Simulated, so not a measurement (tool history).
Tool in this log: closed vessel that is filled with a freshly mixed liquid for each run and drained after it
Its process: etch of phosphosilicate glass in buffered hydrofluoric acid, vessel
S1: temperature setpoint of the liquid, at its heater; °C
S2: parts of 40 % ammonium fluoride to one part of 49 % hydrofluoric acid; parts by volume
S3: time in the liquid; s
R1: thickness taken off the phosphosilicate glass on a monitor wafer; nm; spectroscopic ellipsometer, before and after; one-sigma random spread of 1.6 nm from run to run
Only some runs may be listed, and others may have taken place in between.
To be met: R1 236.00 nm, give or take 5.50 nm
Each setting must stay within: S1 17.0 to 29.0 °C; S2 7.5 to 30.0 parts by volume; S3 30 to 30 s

| run | day | S1 | S2 | S3 | R1 |
|---|---|---|---|---|---|
| 1 | 0.000 | 21.0 | 21.0 | 30 | 128.75 |
| 2 | 0.321 | 22.5 | 20.0 | 30 | 144.03 |
| 3 | 0.608 | 22.5 | 16.5 | 30 | 176.52 |
| 4 | 0.842 | 22.5 | 16.5 | 30 | 172.71 |
| 5 | 0.921 | 22.5 | 21.0 | 30 | 140.04 |
| 6 | 0.967 | 20.5 | 21.0 | 30 | 126.39 |
| 7 | 1.317 | 22.5 | 20.0 | 30 | 145.85 |
| 8 | 1.417 | 24.0 | 19.5 | 30 | 162.07 |
| 9 | 1.612 | 25.0 | 19.0 | 30 | 177.14 |
| 10 | 1.833 | 25.0 | 19.0 | 30 | 174.55 |
| 11 | 2.204 | 26.0 | 18.5 | 30 | 189.57 |
| 12 | 2.292 | 26.5 | 18.0 | 30 | 201.20 |
| 13 | 2.550 | 27.0 | 18.0 | 30 | 206.64 |

Below are 4 possible settings for the next run. Only one of them brings all results inside the allowed miss of their targets. Which is it?
| A | 2.808 | 27.5 | 17.5 | 30 | ? |
| B | 2.808 | 27.0 | 19.0 | 30 | ? |
| C | 2.808 | 29.0 | 19.5 | 30 | ? |
| D | 2.808 | 29.0 | 17.5 | 30 | ? |

| move | R1 |
|---|---|
| A | 215.57 |
| B | 193.55 |
| C | 209.92 |
| D | 233.49 |
A: nearer than the last run, and not there yet
B: the biggest miss grows against the last run
C: nearer than the last run, and not there yet
D: hits every target within its allowed miss
The move that meets every target is D.
